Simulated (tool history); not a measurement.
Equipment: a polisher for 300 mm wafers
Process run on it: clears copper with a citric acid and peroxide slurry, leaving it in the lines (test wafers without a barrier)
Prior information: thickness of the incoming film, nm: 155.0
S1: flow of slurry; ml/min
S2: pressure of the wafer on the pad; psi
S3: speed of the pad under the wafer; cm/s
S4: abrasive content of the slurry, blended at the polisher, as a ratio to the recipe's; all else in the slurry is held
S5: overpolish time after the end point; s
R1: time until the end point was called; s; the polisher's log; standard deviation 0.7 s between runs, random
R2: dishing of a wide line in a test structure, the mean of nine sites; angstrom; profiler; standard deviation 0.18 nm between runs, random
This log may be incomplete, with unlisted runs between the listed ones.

run  hour   S1   S2   S3    S4  S5      R1      R2
  1     0  140  2.8   92     1  26  84.941  361.31
  2   1.5  150  2.6  100     1  21  80.563  313.41
  3     4  150  2.6  100     1  25  78.068  359.26
  4  10.5  150  2.6   86     1  25   91.56  324.74
       14  -- head pressure recalibrated
  5    14  170  2.2  102  0.85  20  94.389   250.1
  6  14.5  185  2.2  114  0.75  17  87.482  232.77

Forecast run 7:
  7    23  220  2.3  140  0.5   8   ?   ?

R1: 81.879 s
R2: 122.67 angstrom

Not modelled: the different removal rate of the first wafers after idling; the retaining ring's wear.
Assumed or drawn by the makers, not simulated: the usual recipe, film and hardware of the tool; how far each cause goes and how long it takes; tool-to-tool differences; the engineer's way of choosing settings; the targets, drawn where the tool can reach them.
